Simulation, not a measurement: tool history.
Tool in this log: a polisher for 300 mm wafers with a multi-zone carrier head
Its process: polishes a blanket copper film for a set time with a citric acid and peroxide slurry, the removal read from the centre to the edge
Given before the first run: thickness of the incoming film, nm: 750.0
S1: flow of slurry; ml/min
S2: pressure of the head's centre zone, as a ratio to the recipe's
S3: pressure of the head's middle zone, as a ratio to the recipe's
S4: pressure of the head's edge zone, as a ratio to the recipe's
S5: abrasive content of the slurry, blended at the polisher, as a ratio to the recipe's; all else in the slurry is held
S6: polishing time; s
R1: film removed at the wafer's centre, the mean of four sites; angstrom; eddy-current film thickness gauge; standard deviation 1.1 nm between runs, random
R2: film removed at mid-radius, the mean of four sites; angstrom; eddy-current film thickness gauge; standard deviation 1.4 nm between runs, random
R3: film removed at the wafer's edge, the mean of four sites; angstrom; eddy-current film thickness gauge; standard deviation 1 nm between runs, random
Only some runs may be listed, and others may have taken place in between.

{"run": 1, "hour": 0.0, "S1": 220, "S2": 1, "S3": 1, "S4": 1, "S5": 1, "S6": 32, "R1": 791.51, "R2": 772.5, "R3": 767.34}
{"run": 2, "hour": 7.0, "S1": 220, "S2": 0.93, "S3": 1, "S4": 1, "S5": 1, "S6": 32, "R1": 730.81, "R2": 766.88, "R3": 760.56}
{"run": 3, "hour": 12.2, "S1": 225, "S2": 0.94, "S3": 1.03, "S4": 1.01, "S5": 1.1, "S6": 33, "R1": 809.63, "R2": 849.13, "R3": 811.76}
{"run": 4, "hour": 14.4, "S1": 225, "S2": 0.94, "S3": 1.03, "S4": 1.01, "S5": 1.1, "S6": 41, "R1": 984.74, "R2": 1029.6, "R3": 995.18}
{"run": 5, "hour": 15.1, "S1": 230, "S2": 0.95, "S3": 1.05, "S4": 1.03, "S5": 1.1, "S6": 41, "R1": 1009, "R2": 1080.6, "R3": 1019.5}
{"run": 6, "hour": 19.4, "S1": 230, "S2": 0.95, "S3": 1.05, "S4": 1.07, "S5": 1.1, "S6": 41, "R1": 1000.9, "R2": 1060.8, "R3": 1042.5}
{"run": 7, "hour": 22.6, "S1": 240, "S2": 0.96, "S3": 1.07, "S4": 1.08, "S5": 1.1, "S6": 41, "R1": 1015, "R2": 1068.4, "R3": 1034.9}
{"run": 8, "hour": 31.1, "S1": 240, "S2": 0.96, "S3": 1.08, "S4": 1.08, "S5": 1.15, "S6": 41, "R1": 1019.2, "R2": 1090.9, "R3": 1056.7}

Predict the results of run 9:
{"run": 9, "hour": 35.9, "S1": 240, "S2": 0.96, "S3": 1.08, "S4": 1.08, "S5": 1.15, "S6": 41, "R1": "?", "R2": "?", "R3": "?"}

{"run 9": {"R1": 1029.2, "R2": 1102.9, "R3": 1063}}

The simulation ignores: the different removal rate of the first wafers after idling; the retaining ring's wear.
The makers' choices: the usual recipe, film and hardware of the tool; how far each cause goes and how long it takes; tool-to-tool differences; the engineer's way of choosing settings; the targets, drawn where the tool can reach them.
